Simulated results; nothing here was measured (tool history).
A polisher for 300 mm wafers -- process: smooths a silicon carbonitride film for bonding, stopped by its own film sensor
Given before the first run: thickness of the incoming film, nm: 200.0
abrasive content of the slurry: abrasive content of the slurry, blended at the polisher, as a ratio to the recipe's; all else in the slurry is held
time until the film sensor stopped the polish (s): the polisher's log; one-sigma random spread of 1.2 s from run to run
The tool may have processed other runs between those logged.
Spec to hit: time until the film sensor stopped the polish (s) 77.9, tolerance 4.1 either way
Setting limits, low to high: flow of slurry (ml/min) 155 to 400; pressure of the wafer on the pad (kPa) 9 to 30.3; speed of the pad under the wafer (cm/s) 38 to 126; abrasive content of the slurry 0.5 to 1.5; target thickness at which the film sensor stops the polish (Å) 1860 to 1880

run  hour  flow of slurry (ml/min)  pressure of the wafer on the pad (kPa)  speed of the pad under the wafer (cm/s)  abrasive content of the slurry  target thickness at which the film sensor stops the polish (Å)  time until the film sensor stopped the polish (s)
  1     0                      255                                    19.3                                       82                               1                                                            1860                                             56.009
  2   7.3                      255                                    19.3                                       82                             0.9                                                            1860                                             57.551
  3   8.5                      255                                    19.3                                       82                            1.05                                                            1860                                             54.628
  4  11.8                      255                                    15.2                                       82                            1.05                                                            1860                                             66.279
  5  13.5                      255                                    14.5                                       82                            1.05                                                            1860                                             70.741
  6  16.7                      255                                    13.8                                       82                            1.05                                                            1860                                             70.261
  7    21                      255                                      11                                       80                            1.05                                                            1860                                             86.358
  8  24.6                      255                                    11.7                                       80                            1.05                                                            1860                                             83.571
  9  30.7                      255                                    11.7                                       80                            1.05                                                            1860                                             81.284

Pick the move, out of 5, that brings all results within their allowed miss; only one does.
  A  36.8                      245                                    13.1                                       66                            1.15                                                            1860                                                  ?
  B  36.8                      200                                    13.1                                       72                            1.05                                                            1860                                                  ?
  C  36.8                      220                                     9.7                                       86                            1.05                                                            1870                                                  ?
  D  36.8                      245                                    15.2                                       70                               1                                                            1860                                                  ?
  E  36.8                      230                                    13.1                                       58                            0.95                                                            1880                                                  ?

move  time until the film sensor stopped the polish (s)
   A                                             86.629
   B                                             85.376
   C                                             84.651
   D                                              77.01
   E                                             87.908
A: lands further from the targets than the last run did
B: lands further from the targets than the last run did
C: lands further from the targets than the last run did
D: all results land within tolerance of their targets
E: lands further from the targets than the last run did
Go with D: it meets all targets.

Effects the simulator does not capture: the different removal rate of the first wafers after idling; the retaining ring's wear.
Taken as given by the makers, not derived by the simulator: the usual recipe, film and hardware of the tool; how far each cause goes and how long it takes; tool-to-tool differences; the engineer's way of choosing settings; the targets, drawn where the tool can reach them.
